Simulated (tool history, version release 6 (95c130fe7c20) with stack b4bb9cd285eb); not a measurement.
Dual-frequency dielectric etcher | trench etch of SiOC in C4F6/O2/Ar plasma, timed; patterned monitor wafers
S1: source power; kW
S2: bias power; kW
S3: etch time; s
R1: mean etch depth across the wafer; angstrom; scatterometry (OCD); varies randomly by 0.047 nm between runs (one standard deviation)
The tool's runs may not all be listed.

run  hour     S1     S2   S3      R1
  1   0.0  0.470  0.198  9.5  206.14
  2   4.2  0.410  0.198  9.5  192.20
  3   5.5  0.450  0.201  9.5  202.47
  4  11.4  0.450  0.201  9.5  202.96
  5  15.5  0.450  0.201  9.5  202.37
  6  22.9  0.480  0.203  9.5  210.97
  7  24.3  0.500  0.204  9.5  215.75
  8  31.5  0.510  0.205  9.5  217.79

The next listed run, before its measurement:
  9  35.0  0.520  0.206  9.5   ?

Run 9 produced R1 220.16 angstrom.
